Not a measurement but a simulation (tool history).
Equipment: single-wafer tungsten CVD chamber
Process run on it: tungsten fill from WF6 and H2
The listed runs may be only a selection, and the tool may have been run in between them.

| run | hour | heater temperature setpoint (°C) | chamber pressure (Pa) | deposition time (s) | mean film thickness on the monitor wafer (Å) |
|---|---|---|---|---|---|
| 1 | 0.0 | 375 | 4133 | 12.7 | 230.35 |
| 2 | 1.8 | 378 | 4146 | 12.7 | 248.05 |
| 3 | 4.5 | 378 | 4146 | 13.1 | 256.50 |
| 4 | 11.3 | 380 | 4160 | 13.1 | 270.82 |
| 5 | 15.5 | 380 | 3826 | 13.1 | 258.94 |
| 6 | 17.4 | 380 | 3320 | 13.1 | 245.32 |
| 7 | 24.7 | 382 | 3333 | 13.1 | 255.39 |

Run 8 has not been measured yet. What should we expect?
| 8 | 31.0 | 384 | 3346 | 13.1 | ? |

mean film thickness on the monitor wafer (Å): 266.14
